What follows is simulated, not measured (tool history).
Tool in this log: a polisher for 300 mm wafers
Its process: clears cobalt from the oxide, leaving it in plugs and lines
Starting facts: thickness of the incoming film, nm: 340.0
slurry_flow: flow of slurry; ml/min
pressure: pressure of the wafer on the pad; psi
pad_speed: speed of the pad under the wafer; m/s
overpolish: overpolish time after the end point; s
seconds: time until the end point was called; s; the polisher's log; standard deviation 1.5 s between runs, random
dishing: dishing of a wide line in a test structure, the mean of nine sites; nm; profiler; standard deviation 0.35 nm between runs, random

run  hour  slurry_flow  pressure  pad_speed  overpolish  seconds  dishing
  1   0.0          180       1.4       1.12          10   78.696   29.535
  2   1.7          180       1.4       1.12           6   77.978   19.436
  3   8.9          180       1.3       1.12           6   79.836   18.659
  4  16.1          180       1.2       1.12           6   88.927   17.657
  5  21.2          195       1.2       1.12           6   88.677   17.213
  6  26.5          165       1.2       1.12           6   91.343   16.978
  7  33.9          160       1.2       1.12           6   91.294   17.551

For run 8, what comes out?
  8  34.5          160       1.2       1.12           6        ?        ?

seconds: 93.083 s
dishing: 17.932 nm
